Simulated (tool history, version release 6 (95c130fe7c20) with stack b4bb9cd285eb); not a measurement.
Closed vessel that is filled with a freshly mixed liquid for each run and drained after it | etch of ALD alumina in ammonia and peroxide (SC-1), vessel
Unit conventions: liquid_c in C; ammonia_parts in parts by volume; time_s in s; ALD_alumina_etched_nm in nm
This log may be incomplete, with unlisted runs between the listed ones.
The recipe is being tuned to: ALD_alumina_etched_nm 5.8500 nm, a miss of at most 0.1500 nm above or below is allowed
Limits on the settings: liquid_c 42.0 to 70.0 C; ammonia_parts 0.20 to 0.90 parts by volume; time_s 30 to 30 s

run	hour	liquid_c	ammonia_parts	time_s	ALD_alumina_etched_nm
1	0.0	58.0	0.50	30	3.5214
2	7.0	58.0	0.50	30	3.5753
3	9.0	59.0	0.50	30	3.7105
4	16.3	60.0	0.50	30	3.9293
5	17.1	61.0	0.50	30	4.0883
6	25.3	62.0	0.50	30	4.3323
7	29.6	62.5	0.50	30	4.4836
8	34.7	63.0	0.50	30	4.5725
9	40.7	63.5	0.50	30	4.7313

Which single option among these 4 for the next run brings every result within its allowed miss of target? Just one does.
A	46.7	56.5	0.45	30	?
B	46.7	68.0	0.45	30	?
C	46.7	70.0	0.55	30	?
D	46.7	57.0	0.55	30	?

move	ALD_alumina_etched_nm
A	3.2265
B	5.7726
C	6.4796
D	3.3758
A: further off than the last run
B: all results in spec
C: pushes the last run's worst result past its target
D: further off than the last run
Correct choice: B, which meets every target

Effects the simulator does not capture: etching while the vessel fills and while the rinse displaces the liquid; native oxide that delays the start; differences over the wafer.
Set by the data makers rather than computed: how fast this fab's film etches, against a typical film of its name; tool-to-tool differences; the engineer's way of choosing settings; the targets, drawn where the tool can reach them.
